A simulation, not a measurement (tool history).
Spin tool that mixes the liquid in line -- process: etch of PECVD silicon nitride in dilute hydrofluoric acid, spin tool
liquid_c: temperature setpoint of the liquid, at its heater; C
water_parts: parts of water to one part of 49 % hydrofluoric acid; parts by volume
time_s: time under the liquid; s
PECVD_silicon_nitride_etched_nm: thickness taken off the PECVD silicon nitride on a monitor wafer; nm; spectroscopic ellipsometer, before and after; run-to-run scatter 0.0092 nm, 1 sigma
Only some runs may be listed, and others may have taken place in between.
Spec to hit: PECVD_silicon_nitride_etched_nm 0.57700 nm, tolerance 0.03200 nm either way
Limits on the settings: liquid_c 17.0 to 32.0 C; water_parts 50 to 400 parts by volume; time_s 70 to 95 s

run,hour,liquid_c,water_parts,time_s,PECVD_silicon_nitride_etched_nm
1,0.0,24.0,225,95,1.01320
2,4.3,26.5,225,95,1.18050
3,13.0,30.0,225,95,1.40340
4,14.1,27.5,225,95,1.23040
5,20.6,27.5,300,95,0.93711
6,23.8,25.5,305,95,0.83645
7,30.4,24.0,310,95,0.69795
8,33.3,21.5,315,95,0.62109
9,42.1,21.5,315,95,0.60371

Exercise: of the 5 proposed moves below, exactly one satisfies all targets within the stated allowed misses. Which move is it?
A,50.9,22.0,310,85,?
B,50.9,23.0,300,85,?
C,50.9,23.0,320,95,?
D,50.9,20.5,280,95,?
E,50.9,20.0,250,95,?

move,PECVD_silicon_nitride_etched_nm
A,0.57282
B,0.62929
C,0.66004
D,0.64335
E,0.69543
A: every result lands within tolerance
B: misses by more than the last run did
C: misses by more than the last run did
D: misses by more than the last run did
E: misses by more than the last run did
So the answer is move A, the one that meets all the targets.
